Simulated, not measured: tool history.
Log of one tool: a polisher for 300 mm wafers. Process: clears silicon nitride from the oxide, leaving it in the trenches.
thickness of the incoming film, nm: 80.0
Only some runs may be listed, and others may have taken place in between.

run,hour,flow of slurry (ml/min),pressure of the wafer on the pad (psi),speed of the pad under the wafer (cm/s),overpolish time after the end point (s),time until the end point was called (s)
1,0.0,305,2.8,122,7,78.962
2,4.1,305,2.5,120,7,88.272
3,10.6,305,2.2,118,7,101.100
4,18.4,305,2.1,118,7,105.520
5,21.5,305,2.0,118,7,116.160
6,23.1,305,2.0,142,7,94.370

Run 7 comes next. What will it give?
7,31.2,305,1.3,138,7,?

Logged for run 7: time until the end point was called (s) 149.240.

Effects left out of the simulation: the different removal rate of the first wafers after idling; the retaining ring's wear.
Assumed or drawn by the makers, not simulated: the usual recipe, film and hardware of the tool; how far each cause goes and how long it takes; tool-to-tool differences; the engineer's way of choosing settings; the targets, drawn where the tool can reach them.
